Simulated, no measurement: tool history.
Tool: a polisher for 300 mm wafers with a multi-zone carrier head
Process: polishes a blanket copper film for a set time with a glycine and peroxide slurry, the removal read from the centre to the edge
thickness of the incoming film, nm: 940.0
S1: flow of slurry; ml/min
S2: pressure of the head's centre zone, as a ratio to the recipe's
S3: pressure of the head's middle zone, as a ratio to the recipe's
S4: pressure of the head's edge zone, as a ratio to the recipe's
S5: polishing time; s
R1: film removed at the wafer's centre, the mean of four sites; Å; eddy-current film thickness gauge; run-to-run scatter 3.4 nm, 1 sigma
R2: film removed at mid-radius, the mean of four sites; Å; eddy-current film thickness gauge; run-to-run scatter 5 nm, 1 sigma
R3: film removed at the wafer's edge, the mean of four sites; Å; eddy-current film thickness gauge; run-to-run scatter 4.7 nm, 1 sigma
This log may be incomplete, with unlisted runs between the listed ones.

run	day	S1	S2	S3	S4	S5	R1	R2	R3
1	0	290	1	1	1	63	3411.5	3463.5	3498.6
2	0.212	290	1.07	1	1	63	3653.9	3339.2	3494.7
3	0.538	290	1.07	0.96	1	63	3646.1	3250.7	3472.9
4	0.604	290	1.07	0.96	1	53	3119.8	2846.4	2945.4
5	0.867	320	1.07	0.96	1	53	3119.5	2807.4	2882.9
6	1.092	295	1.08	0.99	1.05	58	3413.1	3171.9	3333.1
7	1.167	290	1.1	1	1.09	60	3581.6	3298.5	3421.8

Predict the results of run 8:
8	1.358	275	1.09	0.98	1.11	63	?	?	?

Run 8 came out at R1 3666.8 Å, R2 3275 Å, R3 3560.6 Å.
